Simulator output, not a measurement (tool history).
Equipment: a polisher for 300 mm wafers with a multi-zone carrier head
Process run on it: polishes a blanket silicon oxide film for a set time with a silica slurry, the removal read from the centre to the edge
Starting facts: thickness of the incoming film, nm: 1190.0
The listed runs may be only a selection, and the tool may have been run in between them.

run	hour	flow of slurry (ml/min)	pressure of the head's centre zone	pressure of the head's middle zone	pressure of the head's edge zone	abrasive content of the slurry	polishing time (s)	film removed at the wafer's centre (Å)	film removed at mid-radius (Å)	film removed at the wafer's edge (Å)
1	0.0	275	1.00	1.00	1.00	1.00	66	2616.9	2613.5	2617.6
2	3.2	275	1.00	1.00	1.05	1.00	66	2560.7	2578.8	2640.4
3	9.1	275	1.00	0.97	1.05	1.00	66	2564.5	2531.5	2646.2
4	15.3	275	1.03	0.94	1.01	0.90	66	2483.8	2371.1	2488.9
5	21.8	245	1.03	0.94	1.01	0.90	66	2494.8	2302.4	2509.4
6	27.2	245	0.96	0.94	1.01	0.90	66	2357.7	2328.0	2428.6
7	32.7	240	1.00	0.92	0.95	0.85	66	2373.6	2193.9	2326.9

Run 8 is up next; what results do you expect?
8	39.1	240	1.02	0.91	0.91	0.85	66	?	?	?

Run 8 measured film removed at the wafer's centre (Å) 2406.3, film removed at mid-radius (Å) 2239.0, film removed at the wafer's edge (Å) 2254.9.
